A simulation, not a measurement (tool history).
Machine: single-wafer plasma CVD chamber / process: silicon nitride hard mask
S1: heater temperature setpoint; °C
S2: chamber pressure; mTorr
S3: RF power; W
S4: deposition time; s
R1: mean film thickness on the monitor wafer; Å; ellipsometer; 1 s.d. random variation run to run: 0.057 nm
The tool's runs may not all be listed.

run,day,S1,S2,S3,S4,R1
1,0,400,1250,375,20.1,265.02
2,0.262,400,1430,375,20.1,280.89
3,0.629,392,1430,375,20.1,281.13
4,0.754,392,1300,375,20.1,269.88
5,0.829,392,1240,370,20.1,263.97
6,0.854,382,1240,370,20.1,263.97

Run 7 comes next. What will it give?
7,1.133,382,1190,370,20.1,?

{"run 7": {"R1": 259.07}}
